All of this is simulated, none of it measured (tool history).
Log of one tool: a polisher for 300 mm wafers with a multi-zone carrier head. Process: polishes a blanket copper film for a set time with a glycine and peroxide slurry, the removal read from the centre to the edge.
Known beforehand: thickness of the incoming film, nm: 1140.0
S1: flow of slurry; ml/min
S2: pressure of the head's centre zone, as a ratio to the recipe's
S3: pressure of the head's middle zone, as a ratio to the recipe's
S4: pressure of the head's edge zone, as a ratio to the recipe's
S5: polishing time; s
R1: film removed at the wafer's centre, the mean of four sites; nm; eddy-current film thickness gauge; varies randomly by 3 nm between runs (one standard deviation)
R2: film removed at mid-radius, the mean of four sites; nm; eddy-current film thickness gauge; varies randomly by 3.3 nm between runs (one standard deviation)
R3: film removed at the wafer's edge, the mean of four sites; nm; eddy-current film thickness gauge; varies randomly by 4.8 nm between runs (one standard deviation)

| run | day | S1 | S2 | S3 | S4 | S5 | R1 | R2 | R3 |
|---|---|---|---|---|---|---|---|---|---|
| 1 | 0.000 | 310 | 1.00 | 1.00 | 1.00 | 51 | 291.68 | 289.74 | 286.86 |
| 2 | 0.325 | 310 | 1.00 | 1.00 | 1.05 | 51 | 289.08 | 292.95 | 299.06 |
| 3 | 0.421 | 320 | 1.04 | 1.04 | 1.08 | 53 | 309.15 | 311.18 | 316.78 |
| 4 | 0.554 | 320 | 1.04 | 1.04 | 1.08 | 43 | 252.08 | 256.27 | 253.68 |
| 5 | 0.729 | 330 | 1.07 | 1.07 | 1.09 | 47 | 282.77 | 277.94 | 285.00 |
| 6 | 1.054 | 330 | 1.07 | 1.07 | 1.14 | 47 | 282.42 | 286.50 | 287.24 |
| 7 | 1.404 | 330 | 1.08 | 1.10 | 1.11 | 51 | 307.34 | 313.13 | 316.47 |

Run 8, settings as shown, results not yet in. Your forecast:
| 8 | 1.496 | 335 | 1.08 | 1.12 | 1.05 | 54 | ? | ? | ? |

Run 8 measured R1 323.42 nm, R2 338.98 nm, R3 311.05 nm.
